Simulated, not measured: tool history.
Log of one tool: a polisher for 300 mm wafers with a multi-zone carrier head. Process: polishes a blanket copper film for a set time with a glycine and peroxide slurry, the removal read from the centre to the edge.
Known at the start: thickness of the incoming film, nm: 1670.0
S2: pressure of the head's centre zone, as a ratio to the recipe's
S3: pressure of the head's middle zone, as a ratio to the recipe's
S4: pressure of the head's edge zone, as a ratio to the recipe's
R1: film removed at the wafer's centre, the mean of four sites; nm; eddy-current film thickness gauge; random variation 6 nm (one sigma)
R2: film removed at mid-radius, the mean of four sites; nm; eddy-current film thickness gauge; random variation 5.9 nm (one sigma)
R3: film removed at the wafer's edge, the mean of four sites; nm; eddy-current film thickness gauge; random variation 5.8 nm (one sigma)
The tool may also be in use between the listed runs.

Run 1, hour 0.0: flow of slurry (ml/min) 135, S2 1.00, S3 1.00, S4 1.00, polishing time (s) 86. Result: R1 357.05 nm, R2 358.46 nm, R3 352.31 nm.
Run 2, hour 2.0: flow of slurry (ml/min) 135, S2 1.00, S3 1.00, S4 1.00, polishing time (s) 68. Result: R1 285.67 nm, R2 282.45 nm, R3 286.09 nm.
Run 3, hour 7.9: flow of slurry (ml/min) 160, S2 1.00, S3 1.00, S4 1.00, polishing time (s) 68. Result: R1 283.37 nm, R2 286.49 nm, R3 282.57 nm.
Run 4, hour 16.7: flow of slurry (ml/min) 185, S2 1.00, S3 1.00, S4 1.00, polishing time (s) 68. Result: R1 288.77 nm, R2 293.24 nm, R3 294.18 nm.
Run 5, hour 17.4: flow of slurry (ml/min) 200, S2 1.00, S3 1.00, S4 1.00, polishing time (s) 68. Result: R1 297.79 nm, R2 296.51 nm, R3 292.29 nm.
Run 6, hour 19.0: flow of slurry (ml/min) 200, S2 1.00, S3 0.93, S4 1.00, polishing time (s) 68. Result: R1 294.70 nm, R2 271.92 nm, R3 298.32 nm.
Run 7, hour 19.5: flow of slurry (ml/min) 200, S2 1.00, S3 0.93, S4 1.00, polishing time (s) 68. Result: R1 299.65 nm, R2 279.93 nm, R3 291.29 nm.

Forecast run 8:
Run 8, hour 24.2: flow of slurry (ml/min) 200, S2 1.00, S3 0.95, S4 1.02, polishing time (s) 77. Result: R1 ?, R2 ?, R3 ?.

{"run 8": {"R1": 332.0, "R2": 314.88, "R3": 338.15}}
